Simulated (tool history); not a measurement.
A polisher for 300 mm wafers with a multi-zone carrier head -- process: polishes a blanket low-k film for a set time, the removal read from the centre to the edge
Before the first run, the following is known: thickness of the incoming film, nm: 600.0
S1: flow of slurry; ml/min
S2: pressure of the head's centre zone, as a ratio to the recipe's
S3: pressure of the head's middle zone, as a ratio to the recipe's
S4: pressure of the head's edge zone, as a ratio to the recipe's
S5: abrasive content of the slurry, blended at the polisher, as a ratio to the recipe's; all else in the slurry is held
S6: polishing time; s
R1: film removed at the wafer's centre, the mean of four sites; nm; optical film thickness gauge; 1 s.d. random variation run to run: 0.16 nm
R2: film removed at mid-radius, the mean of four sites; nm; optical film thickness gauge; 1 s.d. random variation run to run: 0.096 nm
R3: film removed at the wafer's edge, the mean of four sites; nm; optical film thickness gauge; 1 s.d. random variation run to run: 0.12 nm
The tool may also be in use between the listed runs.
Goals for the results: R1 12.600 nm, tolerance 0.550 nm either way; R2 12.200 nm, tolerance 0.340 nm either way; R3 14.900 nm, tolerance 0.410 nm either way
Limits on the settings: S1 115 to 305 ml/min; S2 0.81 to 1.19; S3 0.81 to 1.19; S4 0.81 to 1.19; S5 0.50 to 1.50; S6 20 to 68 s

run	hour	S1	S2	S3	S4	S5	S6	R1	R2	R3
1	0.0	195	1.00	1.00	1.00	1.00	44	17.460	17.963	18.088
2	5.1	180	0.98	0.95	1.00	0.90	44	16.701	16.449	17.230
3	13.0	180	0.98	0.95	1.00	1.10	44	17.597	17.721	18.416
4	14.0	170	0.94	0.91	1.02	0.95	44	16.313	16.086	17.571
5	19.8	160	0.91	0.88	1.03	0.85	44	14.680	15.110	16.967
6	21.0	155	0.91	0.86	1.04	0.75	44	14.284	14.055	16.113
7	28.6	150	0.90	0.85	1.05	0.70	44	13.788	13.446	15.874
8	34.4	145	0.89	0.84	1.05	0.65	44	13.285	12.922	15.624
9	36.7	140	0.89	0.83	1.04	0.65	44	13.176	12.672	15.439

Which one of the following 4 next-run settings gets every result inside its allowed miss? There is exactly one.
A	39.0	115	0.90	0.84	1.05	0.85	39	?	?	?
B	39.0	175	0.92	0.86	1.02	0.65	42	?	?	?
C	39.0	150	0.86	0.92	1.03	0.60	43	?	?	?
D	39.0	160	0.86	0.91	0.97	0.70	43	?	?	?

move	R1	R2	R3
A	12.273	12.149	14.754
B	13.129	12.894	14.924
C	12.044	13.321	14.705
D	12.813	14.031	15.209
A: meets every target
B: moves away from the targets compared with the last run
C: moves away from the targets compared with the last run
D: moves away from the targets compared with the last run
A is the move that brings every result within its allowed miss.
